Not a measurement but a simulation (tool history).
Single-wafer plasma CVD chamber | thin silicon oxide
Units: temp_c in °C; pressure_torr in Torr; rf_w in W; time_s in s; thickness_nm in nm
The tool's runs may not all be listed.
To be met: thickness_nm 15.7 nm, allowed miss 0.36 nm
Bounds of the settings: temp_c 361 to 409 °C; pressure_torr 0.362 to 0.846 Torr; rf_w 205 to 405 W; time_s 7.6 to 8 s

run,hour,temp_c,pressure_torr,rf_w,time_s,thickness_nm
1,0,385,0.604,305,8,11.149
2,7.8,385,0.623,305,8,11.459
3,14.4,385,0.623,305,7.6,10.885
4,15.9,385,0.644,305,7.6,11.308
5,20.7,385,0.664,305,7.6,11.665
6,29.1,385,0.664,330,7.6,11.921
7,33.2,385,0.681,330,7.6,12.239
8,35.4,385,0.681,330,7.6,12.275
9,43,385,0.696,330,7.6,12.52
10,48.8,385,0.71,330,7.6,12.799
11,52.4,385,0.723,330,7.6,12.945
12,59,385,0.735,330,7.6,13.067
13,65,385,0.746,335,7.6,13.428
14,71.9,385,0.756,335,7.6,13.5
15,79.5,385,0.846,340,7.6,15.071

Which of these 5 next moves meets every target?
A,87.1,376,0.776,350,7.6,?
B,87.1,389,0.846,285,7.8,?
C,87.1,378,0.774,365,7.9,?
D,87.1,379,0.846,345,7.8,?
E,87.1,392,0.809,360,7.6,?

move,thickness_nm
A,14.196
B,14.568
C,14.912
D,15.615
E,14.725
A: further off than the last run
B: further off than the last run
C: further off than the last run
D: meets every target
E: further off than the last run
Move D is the one to make.
